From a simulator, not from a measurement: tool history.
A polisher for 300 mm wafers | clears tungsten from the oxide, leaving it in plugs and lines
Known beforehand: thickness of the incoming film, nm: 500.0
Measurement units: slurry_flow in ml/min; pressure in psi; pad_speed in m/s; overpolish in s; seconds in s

Run 1, hour 0.0: slurry_flow 145 ml/min, pressure 4.2 psi, pad_speed 0.92 m/s, slurry_solids 1.00, overpolish 22 s. Result: seconds 92.696 s.
Run 2, hour 6.9: slurry_flow 145 ml/min, pressure 4.2 psi, pad_speed 0.92 m/s, slurry_solids 1.15, overpolish 22 s. Result: seconds 90.381 s.
Run 3, hour 9.9: slurry_flow 145 ml/min, pressure 4.2 psi, pad_speed 0.92 m/s, slurry_solids 1.15, overpolish 22 s. Result: seconds 91.769 s.
Run 4, hour 18.2: slurry_flow 145 ml/min, pressure 3.5 psi, pad_speed 0.84 m/s, slurry_solids 1.15, overpolish 22 s. Result: seconds 114.860 s.
Run 5, hour 26.4: slurry_flow 145 ml/min, pressure 3.9 psi, pad_speed 0.84 m/s, slurry_solids 1.15, overpolish 22 s. Result: seconds 106.140 s.
Run 6, hour 32.9: slurry_flow 145 ml/min, pressure 3.3 psi, pad_speed 0.78 m/s, slurry_solids 1.15, overpolish 22 s. Result: seconds 130.480 s.
Run 7, hour 35.8: slurry_flow 140 ml/min, pressure 2.1 psi, pad_speed 0.64 m/s, slurry_solids 1.15, overpolish 22 s. Result: seconds 222.800 s.

Predict the results of run 8:
Run 8, hour 38.2: slurry_flow 140 ml/min, pressure 2.2 psi, pad_speed 0.64 m/s, slurry_solids 1.15, overpolish 22 s. Result: seconds ?.

{"run 8": {"seconds": 217.83}}
